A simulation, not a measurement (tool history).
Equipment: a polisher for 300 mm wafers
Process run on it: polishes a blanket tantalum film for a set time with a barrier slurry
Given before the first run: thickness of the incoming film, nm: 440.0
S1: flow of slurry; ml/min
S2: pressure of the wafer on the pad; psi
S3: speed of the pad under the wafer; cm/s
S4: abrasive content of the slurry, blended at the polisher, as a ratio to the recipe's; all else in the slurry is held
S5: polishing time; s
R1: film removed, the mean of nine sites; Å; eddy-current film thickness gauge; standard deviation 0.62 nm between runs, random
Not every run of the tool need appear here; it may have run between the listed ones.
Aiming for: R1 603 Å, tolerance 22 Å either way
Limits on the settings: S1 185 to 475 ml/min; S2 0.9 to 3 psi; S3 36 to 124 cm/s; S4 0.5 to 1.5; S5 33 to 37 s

run  hour   S1   S2  S3  S4  S5      R1
  1     0  305  1.9  80   1  37  440.04
  2   8.4  305    2  80   1  37  458.08
  3  12.7  230    2  80   1  37  446.33
  4  13.5  230  2.1  80   1  37  472.56
  5  15.2  230  2.2  80   1  37  483.45
  6  24.1  230  2.2  80   1  37   484.8
  7  29.4  230  2.3  80   1  37  514.14
  8  36.2  230  2.4  80   1  37  521.68
  9  43.6  230  2.5  80   1  37  552.63

5 next moves are on the table. One of them brings every result within its allowed miss. Which?
  A    51  225  2.3  84   0.9  37   ?
  B    51  240  2.7  68  0.95  37   ?
  C    51  250  2.5  78  1.05  34   ?
  D    51  250  2.4  82     1  35   ?
  E    51  235  2.7  78   1.1  37   ?

move      R1
   A  520.03
   B   510.7
   C  504.78
   D  518.23
   E  592.53
A: misses by more than the last run did
B: misses by more than the last run did
C: misses by more than the last run did
D: misses by more than the last run did
E: hits every target within its allowed miss
Move E is the one to make.

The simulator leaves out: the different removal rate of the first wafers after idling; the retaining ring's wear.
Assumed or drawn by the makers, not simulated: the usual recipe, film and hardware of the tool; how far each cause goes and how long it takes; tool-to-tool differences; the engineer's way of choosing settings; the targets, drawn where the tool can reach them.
